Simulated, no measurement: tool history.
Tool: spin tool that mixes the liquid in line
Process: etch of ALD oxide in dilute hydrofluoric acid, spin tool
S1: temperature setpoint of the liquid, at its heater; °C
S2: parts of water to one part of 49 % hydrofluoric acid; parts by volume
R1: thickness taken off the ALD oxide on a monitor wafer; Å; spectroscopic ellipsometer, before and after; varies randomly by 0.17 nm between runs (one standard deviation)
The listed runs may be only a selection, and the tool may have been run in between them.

run 1 day=0.000 | S1=25 S2=195 time_under_the_liquid_(s)=185 | R1=232.70
run 2 day=0.321 | S1=25 S2=195 time_under_the_liquid_(s)=185 | R1=229.20
run 3 day=0.575 | S1=25 S2=195 time_under_the_liquid_(s)=185 | R1=229.83
run 4 day=0.625 | S1=25 S2=195 time_under_the_liquid_(s)=200 | R1=254.93
run 5 day=0.925 | S1=24 S2=195 time_under_the_liquid_(s)=200 | R1=243.85
run 6 day=1.075 | S1=26 S2=195 time_under_the_liquid_(s)=200 | R1=263.46
run 7 day=1.225 | S1=25 S2=200 time_under_the_liquid_(s)=200 | R1=244.27

What does the tool deliver on the next run?
run 8 day=1.475 | S1=24 S2=200 time_under_the_liquid_(s)=200 | R1=?

R1: 237.89 Å

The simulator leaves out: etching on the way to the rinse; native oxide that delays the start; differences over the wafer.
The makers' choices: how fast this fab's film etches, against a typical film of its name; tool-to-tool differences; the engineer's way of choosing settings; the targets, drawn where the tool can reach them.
